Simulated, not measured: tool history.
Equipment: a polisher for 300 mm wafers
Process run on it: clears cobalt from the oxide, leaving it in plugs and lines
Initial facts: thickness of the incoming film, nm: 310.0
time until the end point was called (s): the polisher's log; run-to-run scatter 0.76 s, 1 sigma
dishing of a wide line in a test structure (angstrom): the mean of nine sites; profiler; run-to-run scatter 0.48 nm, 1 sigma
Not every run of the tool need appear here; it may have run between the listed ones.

run  hour  flow of slurry (ml/min)  pressure of the wafer on the pad (kPa)  speed of the pad under the wafer (m/s)  overpolish time after the end point (s)  time until the end point was called (s)  dishing of a wide line in a test structure (angstrom)
  1   0.0                      275                                    15.9                                    0.98                                       29                                   73.849                                                 343.59
  2   3.7                      275                                    15.9                                    0.98                                       22                                   72.801                                                 335.37
  3   5.2                      275                                    15.9                                    0.86                                       22                                   83.846                                                 318.00
  4   6.1                      275                                    17.2                                    0.88                                       24                                   74.769                                                 333.16
  5  10.6                      275                                    17.2                                    0.88                                       13                                   76.363                                                 269.91
  6  15.6                      275                                    17.9                                    0.90                                       17                                   70.579                                                 306.83
  7  24.6                      275                                    18.6                                    0.90                                       19                                   68.146                                                 323.27
  8  27.3                      275                                    19.3                                    0.90                                       19                                   67.116                                                 327.54

The next listed run, before its measurement:
  9  30.2                      275                                    20.0                                    0.90                                       19                                        ?                                                      ?

{"run 9": {"time until the end point was called (s)": 64.79, "dishing of a wide line in a test structure (angstrom)": 331.76}}
